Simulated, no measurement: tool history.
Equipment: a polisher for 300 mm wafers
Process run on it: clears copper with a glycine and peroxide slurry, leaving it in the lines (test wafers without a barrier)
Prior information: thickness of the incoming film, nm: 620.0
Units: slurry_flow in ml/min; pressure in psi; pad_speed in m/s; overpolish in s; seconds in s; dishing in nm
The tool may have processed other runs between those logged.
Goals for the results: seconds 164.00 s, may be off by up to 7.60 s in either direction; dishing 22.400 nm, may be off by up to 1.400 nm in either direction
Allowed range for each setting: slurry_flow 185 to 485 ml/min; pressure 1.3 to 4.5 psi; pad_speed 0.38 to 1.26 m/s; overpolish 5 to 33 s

run 1 day=0.000 | slurry_flow=310 pressure=2.9 pad_speed=0.82 overpolish=17 | seconds=112.84 dishing=30.900
run 2 day=0.267 | slurry_flow=310 pressure=2.9 pad_speed=0.64 overpolish=17 | seconds=137.07 dishing=29.073
run 3 day=0.583 | slurry_flow=310 pressure=2.9 pad_speed=0.64 overpolish=11 | seconds=135.73 dishing=22.882
run 4 day=0.883 | slurry_flow=310 pressure=2.8 pad_speed=0.64 overpolish=11 | seconds=136.14 dishing=23.112
run 5 day=1.158 | slurry_flow=310 pressure=3.4 pad_speed=0.64 overpolish=11 | seconds=119.00 dishing=24.539
run 6 day=1.312 | slurry_flow=310 pressure=3.3 pad_speed=0.64 overpolish=11 | seconds=123.74 dishing=24.568
run 7 day=1.392 | slurry_flow=310 pressure=3.2 pad_speed=0.64 overpolish=11 | seconds=125.93 dishing=24.531
run 8 day=1.492 | slurry_flow=310 pressure=3.1 pad_speed=0.64 overpolish=11 | seconds=130.09 dishing=24.638

Consider the 5 candidate settings below. Which is the only one whose results all fall within their allowed miss of target?
run A day=1.592 | slurry_flow=285 pressure=3.4 pad_speed=0.72 overpolish=10 | seconds=? dishing=?
run B day=1.592 | slurry_flow=270 pressure=3.3 pad_speed=0.76 overpolish=13 | seconds=? dishing=?
run C day=1.592 | slurry_flow=295 pressure=2.6 pad_speed=0.42 overpolish=13 | seconds=? dishing=?
run D day=1.592 | slurry_flow=310 pressure=3.6 pad_speed=0.40 overpolish=12 | seconds=? dishing=?
run E day=1.592 | slurry_flow=245 pressure=2.2 pad_speed=0.58 overpolish=19 | seconds=? dishing=?

move=A seconds=109.09 dishing=24.314
move=B seconds=107.49 dishing=27.604
move=C seconds=195.85 dishing=21.200
move=D seconds=162.02 dishing=22.453
move=E seconds=179.43 dishing=27.343
A: the biggest miss grows against the last run
B: the biggest miss grows against the last run
C: the result that was furthest off in the last run now lies on the other side of its target
D: all results land within tolerance of their targets
E: the result that was furthest off in the last run now lies on the other side of its target
The right move is D.
